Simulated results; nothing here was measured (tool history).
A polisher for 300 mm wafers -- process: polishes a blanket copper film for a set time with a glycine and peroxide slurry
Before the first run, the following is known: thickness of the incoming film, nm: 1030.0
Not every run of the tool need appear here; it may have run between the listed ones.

run,day,flow of slurry (ml/min),pressure of the wafer on the pad (kPa),speed of the pad under the wafer (cm/s),polishing time (s),film removed (Å)
1,0,290,23.4,94,18,1129.5
2,0.075,290,18.6,94,18,951.17
3,0.121,290,18.6,94,18,934.86
4,0.246,285,15.9,94,18,833.72
5,0.446,275,14.5,94,18,784.08
6,0.654,275,14.5,94,18,788.75
7,0.992,265,13.1,94,18,735

What does the tool deliver on the next run?
8,1.262,245,13.1,94,18,?

Run 8 yielded film removed (Å) 734.82.
